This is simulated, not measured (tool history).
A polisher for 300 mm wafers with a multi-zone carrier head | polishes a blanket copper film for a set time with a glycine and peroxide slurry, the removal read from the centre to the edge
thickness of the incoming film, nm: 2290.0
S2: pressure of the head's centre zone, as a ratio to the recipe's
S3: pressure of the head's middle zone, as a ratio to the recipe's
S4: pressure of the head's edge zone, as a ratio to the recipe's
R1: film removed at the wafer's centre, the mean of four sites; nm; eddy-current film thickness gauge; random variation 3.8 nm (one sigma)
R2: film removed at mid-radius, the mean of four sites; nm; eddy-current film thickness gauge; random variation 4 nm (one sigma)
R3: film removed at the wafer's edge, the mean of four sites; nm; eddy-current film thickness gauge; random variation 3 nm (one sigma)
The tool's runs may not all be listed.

run 1 hour=0 | flow_of_slurry_(ml/min)=280 S2=1 S3=1 S4=1 polishing_time_(s)=57 | R1=334.78 R2=315.25 R3=311.54
run 2 hour=0.7 | flow_of_slurry_(ml/min)=280 S2=1 S3=1 S4=1 polishing_time_(s)=52 | R1=310.81 R2=295.65 R3=281.51
run 3 hour=6.1 | flow_of_slurry_(ml/min)=220 S2=1 S3=1 S4=1 polishing_time_(s)=52 | R1=295 R2=278.36 R3=278.16
run 4 hour=13.9 | flow_of_slurry_(ml/min)=215 S2=0.98 S3=1 S4=1 polishing_time_(s)=52 | R1=290.34 R2=284.37 R3=278.6
run 5 hour=20.2 | flow_of_slurry_(ml/min)=215 S2=0.98 S3=1 S4=1 polishing_time_(s)=38 | R1=214.34 R2=208.6 R3=202.86
run 6 hour=29.1 | flow_of_slurry_(ml/min)=215 S2=0.98 S3=1.01 S4=1.03 polishing_time_(s)=41 | R1=230.75 R2=221.73 R3=220.91
run 7 hour=31.3 | flow_of_slurry_(ml/min)=220 S2=0.97 S3=1.03 S4=1.05 polishing_time_(s)=43 | R1=239.7 R2=239.06 R3=235.34
run 8 hour=35.5 | flow_of_slurry_(ml/min)=225 S2=0.97 S3=1.04 S4=1.08 polishing_time_(s)=44 | R1=240.37 R2=249.73 R3=247.11
run 9 hour=40.1 | flow_of_slurry_(ml/min)=235 S2=0.98 S3=1.04 S4=1.09 polishing_time_(s)=44 | R1=255.47 R2=249.1 R3=249.25

Run 10 comes next. What will it give?
run 10 hour=43.6 | flow_of_slurry_(ml/min)=240 S2=0.97 S3=1.05 S4=1.1 polishing_time_(s)=44 | R1=? R2=? R3=?

Run 10 gave R1 243.92 nm, R2 256.35 nm, R3 250.21 nm.
